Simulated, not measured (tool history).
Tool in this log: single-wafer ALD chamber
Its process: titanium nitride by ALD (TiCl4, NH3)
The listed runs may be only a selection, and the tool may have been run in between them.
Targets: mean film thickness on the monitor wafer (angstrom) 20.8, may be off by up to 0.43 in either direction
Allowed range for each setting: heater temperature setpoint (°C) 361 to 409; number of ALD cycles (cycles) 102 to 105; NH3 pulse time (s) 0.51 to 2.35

run    day  heater temperature setpoint (°C)  number of ALD cycles (cycles)  NH3 pulse time (s)  mean film thickness on the monitor wafer (angstrom)
  1      0                               385                            102                1.43                                                22.97
  2   0.25                               374                            102                1.43                                               22.674
  3  0.358                               371                            102                1.25                                               22.196
  4  0.654                               369                            102                1.12                                                21.63
  5  0.812                               369                            102                1.12                                               21.683
  6  0.871                               369                            102                1.53                                               22.584
  7  1.125                               367                            102                1.39                                               22.185
  8  1.288                               366                            102                1.28                                               21.875
  9  1.379                               366                            102                1.28                                               21.897
 10  1.562                               365                            102                 1.2                                               21.623
 11  1.662                               364                            102                1.14                                               21.281
 12    1.7                               364                            102                1.12                                                21.23
 13  1.821                               361                            102                0.72                                               18.009
 14  1.888                               365                            103                0.74                                               18.814

Below are 5 possible settings for the next run. Only one of them brings all results inside the allowed miss of their targets. Which is it?
  A  1.954                               361                            102                0.87                                                    ?
  B  1.954                               363                            102                0.64                                                    ?
  C  1.954                               373                            104                0.85                                                    ?
  D  1.954                               379                            105                0.84                                                    ?
  E  1.954                               368                            105                1.13                                                    ?

move  mean film thickness on the monitor wafer (angstrom)
   A                                               19.649
   B                                               16.674
   C                                               20.918
   D                                               21.468
   E                                               22.168
A: closes in on the targets versus the last run, not all within tolerance yet
B: moves away from the targets compared with the last run
C: every result lands within tolerance
D: moves the result that the last run missed by most past its target, out the other side
E: moves the result that the last run missed by most past its target, out the other side
The right move is C.

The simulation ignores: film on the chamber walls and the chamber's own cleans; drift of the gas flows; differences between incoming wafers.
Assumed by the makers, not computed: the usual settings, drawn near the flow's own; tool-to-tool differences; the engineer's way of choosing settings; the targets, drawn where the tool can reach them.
